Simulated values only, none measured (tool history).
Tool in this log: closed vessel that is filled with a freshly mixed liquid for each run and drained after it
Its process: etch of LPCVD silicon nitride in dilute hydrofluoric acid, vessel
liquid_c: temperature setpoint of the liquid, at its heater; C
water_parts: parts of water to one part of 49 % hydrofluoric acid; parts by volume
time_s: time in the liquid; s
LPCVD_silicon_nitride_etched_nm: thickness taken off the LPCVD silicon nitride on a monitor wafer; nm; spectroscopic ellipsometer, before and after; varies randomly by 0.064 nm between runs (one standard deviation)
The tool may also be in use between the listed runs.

run	hour	liquid_c	water_parts	time_s	LPCVD_silicon_nitride_etched_nm
1	0.0	22.0	50	1195	8.5317
2	8.0	22.0	50	1195	8.4824
3	12.8	24.5	50	1195	10.0520
4	21.5	26.5	50	1195	11.6300
5	30.1	26.5	40	1195	14.3500
6	38.5	26.5	50	1195	11.4850
7	43.8	27.5	50	1195	12.3940

Run 8, settings as shown, results not yet in. Your forecast:
8	47.6	30.0	45	1195	?

{"run 8": {"LPCVD_silicon_nitride_etched_nm": 16.178}}

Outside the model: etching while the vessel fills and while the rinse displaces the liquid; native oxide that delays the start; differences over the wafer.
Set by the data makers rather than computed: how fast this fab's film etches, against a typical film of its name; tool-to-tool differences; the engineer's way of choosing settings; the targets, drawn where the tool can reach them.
